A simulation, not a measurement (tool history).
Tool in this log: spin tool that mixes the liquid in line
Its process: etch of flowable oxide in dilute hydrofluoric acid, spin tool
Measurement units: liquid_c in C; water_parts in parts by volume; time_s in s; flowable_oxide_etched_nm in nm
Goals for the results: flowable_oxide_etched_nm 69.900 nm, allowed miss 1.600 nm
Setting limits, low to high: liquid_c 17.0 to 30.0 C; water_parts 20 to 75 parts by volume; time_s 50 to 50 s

run    day  liquid_c  water_parts  time_s  flowable_oxide_etched_nm
  1  0.000      22.0           45      50                    25.897
  2  0.267      24.0           40      50                    32.237
  3  0.604      21.5           40      50                    28.881
  4  0.717      21.5           40      50                    28.604
  5  0.871      23.5           35      50                    35.738
  6  0.929      25.0           30      50                    44.768
  7  1.083      25.0           30      50                    44.889
  8  1.146      26.0           30      50                    47.211
  9  1.438      30.0           20      50                    83.823
 10  1.708      30.0           20      50                    84.351
 11  1.946      29.5           20      50                    82.547
 12  2.229      29.0           20      50                    80.477
 13  2.558      28.5           20      50                    79.972
 14  2.842      28.0           20      50                    77.182
 15  3.104      28.0           20      50                    77.374
 16  3.346      27.5           20      50                    76.104
 17  3.508      27.0           20      50                    74.924
 18  3.867      26.5           20      50                    72.381

Consider the 4 candidate settings below. Which is the only one whose results all fall within their allowed miss of target?
  A  4.225      27.5           20      50                         ?
  B  4.225      30.0           25      50                         ?
  C  4.225      27.0           20      50                         ?
  D  4.225      25.5           20      50                         ?

move  flowable_oxide_etched_nm
   A                    75.615
   B                    66.453
   C                    74.071
   D                    69.594
A: its largest miss is bigger than the last run's
B: the result that was furthest off in the last run now lies on the other side of its target
C: its largest miss is bigger than the last run's
D: all results in spec
D is the move that brings every result within its allowed miss.
